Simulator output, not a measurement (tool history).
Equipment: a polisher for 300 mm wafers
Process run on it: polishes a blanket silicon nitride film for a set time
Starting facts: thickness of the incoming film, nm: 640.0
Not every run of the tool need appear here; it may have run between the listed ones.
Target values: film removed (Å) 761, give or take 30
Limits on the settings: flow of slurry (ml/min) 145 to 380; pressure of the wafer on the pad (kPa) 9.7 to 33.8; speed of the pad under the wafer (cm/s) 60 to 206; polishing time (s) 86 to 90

| run | day | flow of slurry (ml/min) | pressure of the wafer on the pad (kPa) | speed of the pad under the wafer (cm/s) | polishing time (s) | film removed (Å) |
|---|---|---|---|---|---|---|
| 1 | 0 | 245 | 21.4 | 132 | 86 | 1430.8 |
| 2 | 0.096 | 245 | 17.2 | 128 | 86 | 1124.4 |
| 3 | 0.2 | 245 | 17.2 | 128 | 90 | 1168.6 |
| 4 | 0.521 | 245 | 12.4 | 128 | 90 | 925.86 |
| 5 | 0.588 | 245 | 15.2 | 128 | 90 | 1090.7 |
| 6 | 0.775 | 245 | 13.1 | 124 | 90 | 967.2 |
| 7 | 1.146 | 245 | 11.7 | 120 | 90 | 843.76 |
| 8 | 1.5 | 245 | 11 | 120 | 90 | 830.37 |

Consider the 5 candidate settings below. Which is the only one whose results all fall within their allowed miss of target?
| A | 1.854 | 215 | 11.7 | 126 | 90 | ? |
| B | 1.854 | 240 | 11.7 | 120 | 90 | ? |
| C | 1.854 | 220 | 9.7 | 126 | 86 | ? |
| D | 1.854 | 240 | 11.7 | 120 | 87 | ? |
| E | 1.854 | 250 | 10.3 | 114 | 90 | ? |

| move | film removed (Å) |
|---|---|
| A | 861.18 |
| B | 846.45 |
| C | 715.5 |
| D | 818.23 |
| E | 749.97 |
A: moves away from the targets compared with the last run
B: moves away from the targets compared with the last run
C: carries the result that was furthest off beyond its target, to the other side
D: nearer than the last run, and not there yet
E: all results in spec
Answer: E

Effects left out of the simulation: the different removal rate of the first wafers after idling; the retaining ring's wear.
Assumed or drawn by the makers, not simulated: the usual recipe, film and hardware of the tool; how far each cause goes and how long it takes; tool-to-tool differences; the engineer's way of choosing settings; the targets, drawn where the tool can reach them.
